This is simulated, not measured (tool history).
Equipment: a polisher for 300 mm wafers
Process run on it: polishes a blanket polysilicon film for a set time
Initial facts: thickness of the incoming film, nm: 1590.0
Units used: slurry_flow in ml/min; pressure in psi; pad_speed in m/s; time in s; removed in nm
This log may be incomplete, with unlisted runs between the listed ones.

run    day  slurry_flow  pressure  pad_speed  time  removed
  1      0          290       1.9       1.08    52   351.68
  2  0.204          290       1.9       1.26    52   411.05
  3  0.458          290       1.9       1.12    52   369.32
  4  0.604          245       1.9       1.12    52   361.99
  5  0.921          245       1.9       0.86    52   276.19
  6  1.083          245       2.2       0.86    52   317.67
  7  1.404          245       2.1       0.86    52   304.64
  8    1.7          245       2.1       0.86    52   303.47
  9  1.817          245         2       0.86    52   290.47

Estimate the outcome of run 10 from the log above:
 10  2.175          240       1.7       0.86    52        ?

removed: 250.57 nm
